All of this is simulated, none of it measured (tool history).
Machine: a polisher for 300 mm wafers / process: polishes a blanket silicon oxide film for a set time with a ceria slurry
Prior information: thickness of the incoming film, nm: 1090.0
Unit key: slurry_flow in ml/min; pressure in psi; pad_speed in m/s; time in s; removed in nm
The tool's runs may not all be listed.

run    day  slurry_flow  pressure  pad_speed  time  removed
  1      0          320       3.5       0.84    24   103.59
  2  0.158          320       3.5       0.84    22   97.922
  3  0.238          320       3.6       0.84    22   102.15
  4  0.283          320       3.2       0.84    22   88.822
  5  0.367          320       2.8       0.84    22   79.748
  6  0.679          270       2.8       0.84    22   79.911
  7  0.712          270         3       0.84    22   83.219
  8  0.942          270       3.2       0.84    22    89.24
  9  1.088          270       3.4       0.84    22   94.033
 10  1.225          270       3.5       0.84    22   97.849

The next listed run, before its measurement:
 11  1.483          270       3.6       0.84    22        ?

Run 11 yielded removed 98.347 nm.
